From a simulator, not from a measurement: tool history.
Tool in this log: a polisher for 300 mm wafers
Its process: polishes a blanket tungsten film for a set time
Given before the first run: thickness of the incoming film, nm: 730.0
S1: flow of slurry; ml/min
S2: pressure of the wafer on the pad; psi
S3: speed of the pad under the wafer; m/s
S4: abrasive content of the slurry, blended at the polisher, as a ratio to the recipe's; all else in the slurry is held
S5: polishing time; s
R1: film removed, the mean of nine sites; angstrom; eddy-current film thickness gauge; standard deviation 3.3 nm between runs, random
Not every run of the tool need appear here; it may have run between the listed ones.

run 1 hour=0 | S1=280 S2=4.8 S3=1.3 S4=1 S5=46 | R1=3523.4
run 2 hour=5 | S1=280 S2=4.5 S3=1.3 S4=1 S5=46 | R1=3405.4
run 3 hour=8.9 | S1=230 S2=4.5 S3=1.3 S4=1 S5=46 | R1=3334.2
run 4 hour=12.7 | S1=230 S2=4.2 S3=1.3 S4=1 S5=46 | R1=3080.2
run 5 hour=15.3 | S1=230 S2=4 S3=1.3 S4=1 S5=46 | R1=2970.2
run 6 hour=16.7 | S1=230 S2=4 S3=1.3 S4=0.8 S5=46 | R1=2840
run 7 hour=25.1 | S1=230 S2=3.9 S3=1.3 S4=0.8 S5=46 | R1=2766.9

Forecast run 8:
run 8 hour=26 | S1=230 S2=3.8 S3=1.3 S4=0.8 S5=46 | R1=?

R1: 2687.5 angstrom
